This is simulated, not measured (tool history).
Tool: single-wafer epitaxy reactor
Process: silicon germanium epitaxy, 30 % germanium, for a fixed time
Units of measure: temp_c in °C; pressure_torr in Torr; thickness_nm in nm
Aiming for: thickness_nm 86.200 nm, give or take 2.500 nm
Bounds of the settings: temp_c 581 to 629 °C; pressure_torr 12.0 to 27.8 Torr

run  hour  temp_c  pressure_torr  thickness_nm
  1   0.0     605           19.9        64.298
  2   6.6     605           22.2        66.997
  3   7.2     605           19.4        64.224
  4  10.8     611           19.4        72.249
  5  15.1     611           18.1        70.062
  6  16.9     614           18.2        75.311
  7  25.3     616           18.3        77.895
  8  33.0     618           18.4        81.880
  9  36.4     619           18.4        83.337

Which one of the following 4 next-run settings gets every result inside its allowed miss? There is exactly one.
  A  39.8     619           17.8             ?
  B  39.8     618           17.9             ?
  C  39.8     624           15.9             ?
  D  39.8     624           13.0             ?

move  thickness_nm
   A        81.944
   B        80.495
   C        86.499
   D        79.724
A: lands further from the targets than the last run did
B: lands further from the targets than the last run did
C: all results in spec
D: lands further from the targets than the last run did
Answer: C

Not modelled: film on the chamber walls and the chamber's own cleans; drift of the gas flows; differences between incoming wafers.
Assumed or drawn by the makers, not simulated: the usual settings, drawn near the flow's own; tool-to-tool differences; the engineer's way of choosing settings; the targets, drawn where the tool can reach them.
